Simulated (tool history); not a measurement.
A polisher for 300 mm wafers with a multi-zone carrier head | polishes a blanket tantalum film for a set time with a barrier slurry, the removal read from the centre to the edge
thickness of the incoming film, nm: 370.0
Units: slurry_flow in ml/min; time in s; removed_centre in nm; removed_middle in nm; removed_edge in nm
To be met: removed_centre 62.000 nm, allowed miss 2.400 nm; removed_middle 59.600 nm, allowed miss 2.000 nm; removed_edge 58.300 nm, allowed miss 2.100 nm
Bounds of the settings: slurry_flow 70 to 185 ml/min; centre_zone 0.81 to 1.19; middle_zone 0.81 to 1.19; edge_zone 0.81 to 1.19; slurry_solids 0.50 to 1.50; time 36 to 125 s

run	hour	slurry_flow	centre_zone	middle_zone	edge_zone	slurry_solids	time	removed_centre	removed_middle	removed_edge
1	0.0	120	1.00	1.00	1.00	1.00	80	83.728	86.105	87.295
2	4.4	120	1.00	1.00	0.98	0.95	79	82.357	86.285	83.910
3	9.5	115	1.00	0.98	0.97	0.90	78	77.978	80.554	79.539
4	10.4	115	1.00	0.98	0.97	0.80	78	77.783	77.564	77.541
5	12.2	110	1.00	0.97	0.96	0.75	77	72.097	73.793	73.383
6	14.6	110	1.00	0.96	0.95	0.70	77	70.393	72.015	71.440
7	20.6	110	1.01	0.95	0.94	0.70	77	71.593	71.353	70.143
8	25.6	80	0.99	0.88	0.84	0.50	75	53.122	52.681	54.078
9	29.4	85	0.99	0.88	0.84	0.50	75	56.035	54.273	55.203

4 next moves are on the table. One of them brings every result within its allowed miss. Which?
A	33.2	110	0.98	1.01	0.81	0.55	74	?	?	?
B	33.2	115	1.08	0.84	0.86	0.50	74	?	?	?
C	33.2	75	0.98	1.02	0.97	0.50	85	?	?	?
D	33.2	85	1.03	0.93	0.81	0.55	78	?	?	?

move	removed_centre	removed_middle	removed_edge
A	60.895	64.603	58.137
B	65.379	56.198	57.932
C	58.383	63.577	64.247
D	61.718	59.932	58.260
A: takes the result that was furthest off past its target
B: nearer than the last run, and not there yet
C: takes the result that was furthest off past its target
D: meets every target
Answer: D
